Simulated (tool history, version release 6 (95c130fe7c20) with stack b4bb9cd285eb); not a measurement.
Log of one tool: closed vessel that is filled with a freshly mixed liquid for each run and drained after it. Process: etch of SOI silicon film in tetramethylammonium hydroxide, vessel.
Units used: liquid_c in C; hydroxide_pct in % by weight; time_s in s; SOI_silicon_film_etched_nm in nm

Run 1, hour 0.0: liquid_c 62.0 C, hydroxide_pct 8.5 % by weight, time_s 30 s. Result: SOI_silicon_film_etched_nm 132.080 nm.
Run 2, hour 8.1: liquid_c 61.0 C, hydroxide_pct 8.5 % by weight, time_s 30 s. Result: SOI_silicon_film_etched_nm 124.800 nm.
Run 3, hour 16.8: liquid_c 60.0 C, hydroxide_pct 8.5 % by weight, time_s 30 s. Result: SOI_silicon_film_etched_nm 116.480 nm.
Run 4, hour 17.9: liquid_c 60.0 C, hydroxide_pct 9.0 % by weight, time_s 30 s. Result: SOI_silicon_film_etched_nm 114.260 nm.
Run 5, hour 23.4: liquid_c 59.0 C, hydroxide_pct 9.0 % by weight, time_s 30 s. Result: SOI_silicon_film_etched_nm 107.360 nm.
Run 6, hour 31.6: liquid_c 58.5 C, hydroxide_pct 9.0 % by weight, time_s 30 s. Result: SOI_silicon_film_etched_nm 104.700 nm.
Run 7, hour 33.0: liquid_c 58.0 C, hydroxide_pct 9.0 % by weight, time_s 30 s. Result: SOI_silicon_film_etched_nm 101.360 nm.

Run 8, settings as shown, results not yet in. Your forecast:
Run 8, hour 36.5: liquid_c 52.5 C, hydroxide_pct 9.0 % by weight, time_s 30 s. Result: SOI_silicon_film_etched_nm ?.

SOI_silicon_film_etched_nm: 70.137 nm

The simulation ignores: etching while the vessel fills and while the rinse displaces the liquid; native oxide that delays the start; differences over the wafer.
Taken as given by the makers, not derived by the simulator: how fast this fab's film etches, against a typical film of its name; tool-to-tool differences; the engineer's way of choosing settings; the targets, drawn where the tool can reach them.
